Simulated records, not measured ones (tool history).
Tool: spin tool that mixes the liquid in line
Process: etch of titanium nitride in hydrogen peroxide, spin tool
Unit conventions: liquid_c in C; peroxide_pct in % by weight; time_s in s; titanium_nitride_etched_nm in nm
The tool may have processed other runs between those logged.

run	day	liquid_c	peroxide_pct	time_s	titanium_nitride_etched_nm
1	0.000	44.0	15.5	285	6.7689
2	0.225	46.0	15.5	285	7.8300
3	0.438	47.5	15.5	285	8.7752
4	0.638	47.5	14.0	285	8.6352
5	0.742	49.0	14.0	285	9.5654
6	0.788	49.0	14.0	285	9.5520
# day 0.929: heated supply line repaired
7	0.929	50.0	14.0	285	13.6220
8	1.058	49.5	14.0	285	13.1140

The next listed run, before its measurement:
9	1.275	49.5	14.0	285	?

{"run 9": {"titanium_nitride_etched_nm": 13.248}}
